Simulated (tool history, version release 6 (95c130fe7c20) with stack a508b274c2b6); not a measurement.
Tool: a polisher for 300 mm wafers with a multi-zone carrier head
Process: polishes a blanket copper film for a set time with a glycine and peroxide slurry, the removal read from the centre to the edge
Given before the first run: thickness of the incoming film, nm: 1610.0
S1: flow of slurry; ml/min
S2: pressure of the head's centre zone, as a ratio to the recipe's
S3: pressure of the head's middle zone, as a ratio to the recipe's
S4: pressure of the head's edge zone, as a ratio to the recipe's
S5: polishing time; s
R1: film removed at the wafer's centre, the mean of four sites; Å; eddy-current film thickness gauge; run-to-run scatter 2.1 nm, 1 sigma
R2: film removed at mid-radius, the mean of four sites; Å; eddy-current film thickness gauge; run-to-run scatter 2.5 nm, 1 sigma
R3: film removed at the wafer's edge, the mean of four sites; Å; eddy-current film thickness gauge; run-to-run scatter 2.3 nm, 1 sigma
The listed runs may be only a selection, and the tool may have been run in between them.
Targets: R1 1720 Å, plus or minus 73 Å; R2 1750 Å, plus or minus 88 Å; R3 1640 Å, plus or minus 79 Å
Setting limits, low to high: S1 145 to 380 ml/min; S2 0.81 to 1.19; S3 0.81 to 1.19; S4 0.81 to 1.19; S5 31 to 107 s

Run 1, day 0: S1 245 ml/min, S2 1, S3 1, S4 1, S5 69 s. Result: R1 2671.5 Å, R2 2609.4 Å, R3 2647 Å.
Run 2, day 0.033: S1 245 ml/min, S2 1, S3 1, S4 1, S5 62 s. Result: R1 2372.8 Å, R2 2407.9 Å, R3 2388.9 Å.
Run 3, day 0.146: S1 245 ml/min, S2 1, S3 1.07, S4 1, S5 62 s. Result: R1 2347.2 Å, R2 2491.1 Å, R3 2376.1 Å.
Run 4, day 0.492: S1 245 ml/min, S2 1, S3 1.07, S4 1, S5 73 s. Result: R1 2822.4 Å, R2 2811.1 Å, R3 2777.3 Å.
Run 5, day 0.854: S1 245 ml/min, S2 1, S3 1.13, S4 1, S5 73 s. Result: R1 2845 Å, R2 3029.4 Å, R3 2716.9 Å.
Run 6, day 1.133: S1 245 ml/min, S2 1.01, S3 1.11, S4 0.99, S5 68 s. Result: R1 2638.6 Å, R2 2756.6 Å, R3 2615.2 Å.
Run 7, day 1.45: S1 245 ml/min, S2 1.03, S3 1.12, S4 0.97, S5 62 s. Result: R1 2468.5 Å, R2 2556.6 Å, R3 2349.8 Å.
Run 8, day 1.688: S1 245 ml/min, S2 1.03, S3 1.11, S4 0.96, S5 58 s. Result: R1 2296.5 Å, R2 2402.2 Å, R3 2158.1 Å.
Run 9, day 1.971: S1 240 ml/min, S2 1.03, S3 1.09, S4 0.95, S5 56 s. Result: R1 2207.2 Å, R2 2273.7 Å, R3 2109.1 Å.
Run 10, day 2.075: S1 240 ml/min, S2 1.03, S3 1.09, S4 0.95, S5 56 s. Result: R1 2239.3 Å, R2 2277.3 Å, R3 2116.7 Å.
Run 11, day 2.271: S1 240 ml/min, S2 1.03, S3 1.08, S4 0.94, S5 54 s. Result: R1 2099.3 Å, R2 2140 Å, R3 2030.9 Å.
Run 12, day 2.538: S1 240 ml/min, S2 1.03, S3 1.08, S4 0.93, S5 52 s. Result: R1 2014.9 Å, R2 2078.9 Å, R3 1928.6 Å.
Run 13, day 2.667: S1 240 ml/min, S2 1.03, S3 1.07, S4 0.91, S5 51 s. Result: R1 2013.8 Å, R2 2001.1 Å, R3 1844.7 Å.
Run 14, day 2.738: S1 235 ml/min, S2 1.02, S3 1.06, S4 0.9, S5 51 s. Result: R1 1947.8 Å, R2 2016.7 Å, R3 1868.8 Å.
Run 15, day 3.112: S1 235 ml/min, S2 1.02, S3 1.05, S4 0.89, S5 50 s. Result: R1 1999.6 Å, R2 1966.4 Å, R3 1841.5 Å.
Run 16, day 3.204: S1 235 ml/min, S2 1.01, S3 1.05, S4 0.89, S5 49 s. Result: R1 1913.6 Å, R2 1899.2 Å, R3 1778.4 Å.
Run 17, day 3.538: S1 235 ml/min, S2 1, S3 1.05, S4 0.88, S5 49 s. Result: R1 1854.4 Å, R2 1948 Å, R3 1788.3 Å.
Run 18, day 3.658: S1 235 ml/min, S2 1, S3 1.04, S4 0.87, S5 48 s. Result: R1 1796.6 Å, R2 1848.9 Å, R3 1702.7 Å.
Run 19, day 3.929: S1 235 ml/min, S2 1, S3 1.03, S4 0.87, S5 48 s. Result: R1 1829 Å, R2 1836.1 Å, R3 1742.3 Å.
Run 20, day 4.012: S1 235 ml/min, S2 1, S3 1.03, S4 0.86, S5 48 s. Result: R1 1864.5 Å, R2 1821.4 Å, R3 1715.6 Å.
Run 21, day 4.221: S1 220 ml/min, S2 0.94, S3 1.02, S4 0.83, S5 46 s. Result: R1 1634.6 Å, R2 1675.7 Å, R3 1607.6 Å.
Run 22, day 4.258: S1 225 ml/min, S2 0.94, S3 1.02, S4 0.83, S5 46 s. Result: R1 1642.4 Å, R2 1709.9 Å, R3 1631.6 Å.

Which of these 4 next moves meets every target?
Run A, day 4.296: S1 165 ml/min, S2 1, S3 1.04, S4 0.85, S5 48 s. Result: R1 ?, R2 ?, R3 ?.
Run B, day 4.296: S1 185 ml/min, S2 0.92, S3 0.98, S4 0.85, S5 47 s. Result: R1 ?, R2 ?, R3 ?.
Run C, day 4.296: S1 250 ml/min, S2 0.9, S3 1.03, S4 0.86, S5 44 s. Result: R1 ?, R2 ?, R3 ?.
Run D, day 4.296: S1 250 ml/min, S2 0.86, S3 0.97, S4 0.84, S5 48 s. Result: R1 ?, R2 ?, R3 ?.

move      R1      R2      R3
   A    1670  1741.5    1628
   B    1551    1659  1621.5
   C  1498.2    1696    1578
   D  1566.3  1759.2  1704.8
A: every result lands within tolerance
B: lands further from the targets than the last run did
C: lands further from the targets than the last run did
D: lands further from the targets than the last run did
Answer: A
